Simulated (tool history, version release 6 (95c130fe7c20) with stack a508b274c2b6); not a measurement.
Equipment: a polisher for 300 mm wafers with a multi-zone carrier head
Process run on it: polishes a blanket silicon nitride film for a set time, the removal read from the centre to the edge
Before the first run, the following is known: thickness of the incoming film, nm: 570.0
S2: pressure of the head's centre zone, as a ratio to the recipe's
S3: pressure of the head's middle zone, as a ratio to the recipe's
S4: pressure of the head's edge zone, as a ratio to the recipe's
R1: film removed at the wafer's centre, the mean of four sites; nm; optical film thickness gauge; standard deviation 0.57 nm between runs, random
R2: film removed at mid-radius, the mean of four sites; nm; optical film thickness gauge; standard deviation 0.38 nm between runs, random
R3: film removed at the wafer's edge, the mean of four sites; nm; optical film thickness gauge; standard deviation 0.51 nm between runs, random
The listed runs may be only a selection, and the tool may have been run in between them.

{"run": 1, "hour": 0.0, "flow of slurry (ml/min)": 280, "S2": 1, "S3": 1, "S4": 1, "polishing time (s)": 35, "R1": 63.642, "R2": 65.316, "R3": 64.763}
{"run": 2, "hour": 0.7, "flow of slurry (ml/min)": 280, "S2": 1, "S3": 0.98, "S4": 0.96, "polishing time (s)": 30, "R1": 55.201, "R2": 54.164, "R3": 54.535}
{"run": 3, "hour": 7.8, "flow of slurry (ml/min)": 280, "S2": 1, "S3": 0.95, "S4": 0.96, "polishing time (s)": 30, "R1": 53.993, "R2": 52.522, "R3": 53.493}
{"run": 4, "hour": 14.9, "flow of slurry (ml/min)": 280, "S2": 0.92, "S3": 0.95, "S4": 0.96, "polishing time (s)": 30, "R1": 51.092, "R2": 53.224, "R3": 52.815}
{"run": 5, "hour": 20.7, "flow of slurry (ml/min)": 280, "S2": 0.9, "S3": 0.92, "S4": 0.91, "polishing time (s)": 28, "R1": 47.814, "R2": 48.432, "R3": 49.24}
{"run": 6, "hour": 27.7, "flow of slurry (ml/min)": 285, "S2": 0.9, "S3": 0.93, "S4": 0.88, "polishing time (s)": 26, "R1": 42.539, "R2": 46.009, "R3": 44.769}
{"run": 7, "hour": 30.0, "flow of slurry (ml/min)": 285, "S2": 0.93, "S3": 0.92, "S4": 0.86, "polishing time (s)": 25, "R1": 42.37, "R2": 43.931, "R3": 42.133}

What does the tool deliver on the next run?
{"run": 8, "hour": 31.4, "flow of slurry (ml/min)": 280, "S2": 0.93, "S3": 0.9, "S4": 0.85, "polishing time (s)": 25, "R1": "?", "R2": "?", "R3": "?"}

{"run 8": {"R1": 42.936, "R2": 42.928, "R3": 42.53}}
